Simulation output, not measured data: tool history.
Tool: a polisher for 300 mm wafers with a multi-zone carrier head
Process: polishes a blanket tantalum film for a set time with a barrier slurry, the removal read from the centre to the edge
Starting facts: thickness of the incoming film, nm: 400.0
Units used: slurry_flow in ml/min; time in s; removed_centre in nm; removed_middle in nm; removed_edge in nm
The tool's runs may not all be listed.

run,hour,slurry_flow,centre_zone,middle_zone,edge_zone,slurry_solids,time,removed_centre,removed_middle,removed_edge
1,0.0,135,1.00,1.00,1.00,1.00,64,140.90,136.33,140.76
2,3.1,135,1.00,0.94,1.00,1.00,64,134.09,129.54,141.33
3,6.6,135,1.00,0.94,1.00,1.00,72,153.74,148.06,159.33
4,10.5,135,0.93,0.94,1.00,1.00,72,145.85,147.16,160.40
5,13.2,135,0.93,0.94,1.00,0.85,72,137.97,139.47,151.29
6,14.1,135,0.93,0.94,1.00,0.85,86,164.29,165.44,182.66
7,22.7,130,0.94,0.94,0.98,0.80,83,157.33,155.46,168.59
8,27.0,125,0.94,0.94,0.96,0.75,81,149.37,145.72,157.32
9,29.1,120,0.94,0.94,0.95,0.70,79,138.12,140.60,150.04
10,30.6,120,0.95,0.93,0.94,0.70,77,133.45,134.21,144.59

Estimate the outcome of run 11 from the log above:
11,33.6,120,0.97,0.93,0.93,0.70,75,?,?,?

{"run 11": {"removed_centre": 131.75, "removed_middle": 130.25, "removed_edge": 140.95}}
